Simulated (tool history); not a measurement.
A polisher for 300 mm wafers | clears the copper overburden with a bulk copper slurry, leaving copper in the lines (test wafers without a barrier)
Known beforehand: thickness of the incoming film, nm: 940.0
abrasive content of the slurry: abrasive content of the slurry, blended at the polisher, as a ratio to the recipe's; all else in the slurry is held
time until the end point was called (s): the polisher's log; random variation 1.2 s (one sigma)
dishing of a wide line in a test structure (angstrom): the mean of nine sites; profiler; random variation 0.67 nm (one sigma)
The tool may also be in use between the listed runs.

run  hour  flow of slurry (ml/min)  pressure of the wafer on the pad (psi)  speed of the pad under the wafer (cm/s)  abrasive content of the slurry  overpolish time after the end point (s)  time until the end point was called (s)  dishing of a wide line in a test structure (angstrom)
  1     0                      275                                     2.5                                       98                               1                                       23                                   130.76                                                 468.19
  2   1.6                      275                                     2.5                                       98                             0.8                                       23                                   130.11                                                 465.79
  3     5                      275                                     2.9                                      104                             0.8                                       18                                   112.97                                                 457.39
  4   7.5                      280                                     3.2                                      114                             0.8                                       17                                   99.593                                                 469.07
  5  11.6                      280                                     2.6                                      114                             0.8                                       17                                   116.01                                                 440.94
  6  14.4                      280                                     2.6                                      114                             0.8                                       22                                   118.86                                                 464.53

Run 7 comes next. What will it give?
  7  17.8                      285                                       3                                      126                            0.85                                       19                                        ?                                                      ?

Run 7 came out at time until the end point was called (s) 96.512, dishing of a wide line in a test structure (angstrom) 477.69.
